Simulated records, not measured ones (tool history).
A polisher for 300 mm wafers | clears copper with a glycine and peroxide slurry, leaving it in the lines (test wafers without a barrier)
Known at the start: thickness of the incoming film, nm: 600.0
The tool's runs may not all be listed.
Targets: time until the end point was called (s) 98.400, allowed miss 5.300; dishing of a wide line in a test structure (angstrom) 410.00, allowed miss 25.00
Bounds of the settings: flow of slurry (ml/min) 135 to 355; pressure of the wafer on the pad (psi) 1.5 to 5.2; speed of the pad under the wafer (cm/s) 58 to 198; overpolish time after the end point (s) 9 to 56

run,hour,flow of slurry (ml/min),pressure of the wafer on the pad (psi),speed of the pad under the wafer (cm/s),overpolish time after the end point (s),time until the end point was called (s),dishing of a wide line in a test structure (angstrom)
1,0.0,225,3.3,128,29,68.442,1271.40
2,7.8,195,2.7,128,22,84.607,978.69
3,16.2,250,2.3,124,18,96.891,734.29
4,24.7,250,2.3,148,18,80.211,817.60
5,33.3,285,2.0,146,15,92.714,630.00
6,35.8,310,1.8,150,13,103.080,546.87
7,39.5,325,1.7,158,12,99.044,508.87
8,43.9,355,1.5,162,9,109.030,368.82

Which of these 4 next moves meets every target?
A,48.3,340,1.5,140,13,?,?
B,48.3,355,1.5,134,13,?,?
C,48.3,355,1.8,116,9,?,?
D,48.3,355,1.6,170,9,?,?

move,time until the end point was called (s),dishing of a wide line in a test structure (angstrom)
A,122.370,463.71
B,126.180,452.38
C,122.510,339.02
D,99.135,404.13
A: further off than the last run
B: further off than the last run
C: further off than the last run
D: meets every target
Answer: D
